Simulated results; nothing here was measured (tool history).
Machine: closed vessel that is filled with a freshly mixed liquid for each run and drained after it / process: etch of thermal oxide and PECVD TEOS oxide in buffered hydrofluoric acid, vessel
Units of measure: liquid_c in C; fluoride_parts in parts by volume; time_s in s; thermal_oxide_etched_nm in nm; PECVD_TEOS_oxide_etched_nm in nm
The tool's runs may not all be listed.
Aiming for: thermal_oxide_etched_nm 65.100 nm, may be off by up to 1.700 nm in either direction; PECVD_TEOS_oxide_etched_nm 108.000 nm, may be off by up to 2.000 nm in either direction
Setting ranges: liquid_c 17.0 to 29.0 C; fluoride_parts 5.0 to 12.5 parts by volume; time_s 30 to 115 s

run,hour,liquid_c,fluoride_parts,time_s,thermal_oxide_etched_nm,PECVD_TEOS_oxide_etched_nm
1,0.0,21.0,7.5,60,76.538,127.910
2,7.2,23.0,7.5,60,86.176,142.870
3,9.3,23.0,5.5,60,113.460,188.980
4,11.3,23.0,7.5,60,86.705,141.840
5,19.0,23.0,7.5,40,57.479,94.922
6,27.0,23.0,7.5,30,42.857,71.583
7,30.1,24.5,7.5,30,46.979,77.167
8,38.6,25.5,7.0,30,52.530,87.830
9,44.8,26.5,7.0,30,55.969,92.765

Pick the move, out of 4, that brings all results within their allowed miss; only one does.
A,51.0,24.5,7.5,40,?,?
B,51.0,27.0,7.5,35,?,?
C,51.0,28.5,12.0,50,?,?
D,51.0,29.0,9.0,40,?,?

move,thermal_oxide_etched_nm,PECVD_TEOS_oxide_etched_nm
A,62.309,102.770
B,62.375,102.880
C,62.084,102.400
D,65.069,107.320
A: closes in on the targets versus the last run, not all within tolerance yet
B: closes in on the targets versus the last run, not all within tolerance yet
C: closes in on the targets versus the last run, not all within tolerance yet
D: all results land within tolerance of their targets
So the answer is move D, the one that meets all the targets.
